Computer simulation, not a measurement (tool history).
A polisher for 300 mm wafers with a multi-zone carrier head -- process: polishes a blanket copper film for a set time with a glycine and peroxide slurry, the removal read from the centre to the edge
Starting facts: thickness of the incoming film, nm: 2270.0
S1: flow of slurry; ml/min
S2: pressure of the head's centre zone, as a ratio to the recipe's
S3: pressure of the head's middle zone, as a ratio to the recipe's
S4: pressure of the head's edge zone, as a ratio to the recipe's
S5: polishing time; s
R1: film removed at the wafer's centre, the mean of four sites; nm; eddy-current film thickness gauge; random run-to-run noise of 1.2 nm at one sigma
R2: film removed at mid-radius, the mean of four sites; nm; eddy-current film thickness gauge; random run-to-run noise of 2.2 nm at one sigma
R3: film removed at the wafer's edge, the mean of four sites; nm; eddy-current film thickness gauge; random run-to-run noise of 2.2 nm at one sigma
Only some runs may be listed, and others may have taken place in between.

run  hour   S1    S2    S3    S4  S5      R1      R2      R3
  1     0  190     1     1     1  62  233.74  222.93   216.1
  2     8  225     1     1     1  62  244.28  235.09  219.73
  3   9.5  215  0.97  0.99  0.99  59  222.94  215.95  203.71
  4  16.2  200  0.94  0.99     1  57   209.4  205.82  199.43
  5  18.1  190  0.92     1  1.01  55  199.14   199.3  196.62
  6  23.1  190  0.92  0.92  1.01  55  194.56   194.4  193.22
  7  28.2  190  0.92  0.92  1.01  55  198.33  187.64  185.56
  8  36.5  180   0.9  0.94  1.01  53  186.12  182.44  187.44
     38.3  -- centre zone pressure recalibrated
  9  38.3  180  0.88  0.96     1  51  163.18  180.11  174.14
 10  44.2  170  0.88  0.95     1  51  161.97   182.2  177.33

Estimate the outcome of run 11 from the log above:
 11  46.1  165  0.88  0.93   1  50   ?   ?   ?

{"run 11": {"R1": 157.16, "R2": 168.86, "R3": 170.82}}

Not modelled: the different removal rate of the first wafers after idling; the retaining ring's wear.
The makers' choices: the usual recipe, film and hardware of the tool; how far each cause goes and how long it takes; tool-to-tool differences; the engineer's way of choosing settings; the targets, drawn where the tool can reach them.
